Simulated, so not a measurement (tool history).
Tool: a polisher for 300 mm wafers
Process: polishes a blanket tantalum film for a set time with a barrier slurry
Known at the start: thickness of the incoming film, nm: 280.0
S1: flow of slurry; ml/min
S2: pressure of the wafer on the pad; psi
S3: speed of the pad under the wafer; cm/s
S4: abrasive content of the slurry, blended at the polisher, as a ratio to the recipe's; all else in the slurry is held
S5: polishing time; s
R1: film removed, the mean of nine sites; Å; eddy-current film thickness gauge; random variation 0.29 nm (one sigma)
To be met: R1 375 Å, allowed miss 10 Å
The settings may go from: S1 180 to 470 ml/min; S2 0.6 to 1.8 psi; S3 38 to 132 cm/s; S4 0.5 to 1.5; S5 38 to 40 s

run    day   S1   S2  S3  S4  S5      R1
  1      0  300  1.2  84   1  38  264.95
  2  0.333  305  1.3  84   1  38  294.92
  3  0.371  315  1.4  84   1  38  310.17
  4  0.404  315  1.4  96   1  38  359.11
  5  0.438  315  1.2  96   1  38  309.34
  6  0.808  315  1.3  96   1  38  335.88
  7  1.142  315  1.4  96   1  38  353.78
  8  1.479  320  1.4  96   1  38  355.11

Which of these 5 next moves meets every target?
  A  1.817  415  1.6  76  1.05  40   ?
  B  1.817  375  1.5  92   1.1  38   ?
  C  1.817  320  1.4  92  0.95  40   ?
  D  1.817  300  1.4  88     1  40   ?
  E  1.817  335  1.5  92  0.75  40   ?

move      R1
   A  351.01
   B  379.11
   C  355.12
   D  343.43
   E  354.83
A: further off than the last run
B: meets every target
C: as far off as the last run
D: further off than the last run
E: as far off as the last run
The right move is B.

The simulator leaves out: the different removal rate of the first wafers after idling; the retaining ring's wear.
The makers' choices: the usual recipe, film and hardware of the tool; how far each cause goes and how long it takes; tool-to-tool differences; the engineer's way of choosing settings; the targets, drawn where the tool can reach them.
